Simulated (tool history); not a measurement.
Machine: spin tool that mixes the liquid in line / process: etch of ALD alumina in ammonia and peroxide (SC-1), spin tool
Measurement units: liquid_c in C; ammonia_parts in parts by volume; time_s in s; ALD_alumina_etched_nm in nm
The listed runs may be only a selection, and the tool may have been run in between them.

run  hour  liquid_c  ammonia_parts  time_s  ALD_alumina_etched_nm
  1     0        52            0.9     300                 17.679
  2   6.1        51            0.9     300                 16.591
  3  14.7        51            0.9     320                 17.906
  4  15.5        51            0.9     320                 17.955
  5  23.6        51            0.9     320                 17.937
  6  25.4        50            0.9     320                 16.778

Run 7, settings as shown, results not yet in. Your forecast:
  7  26.7        49            0.9     320                      ?

ALD_alumina_etched_nm: 15.971 nm
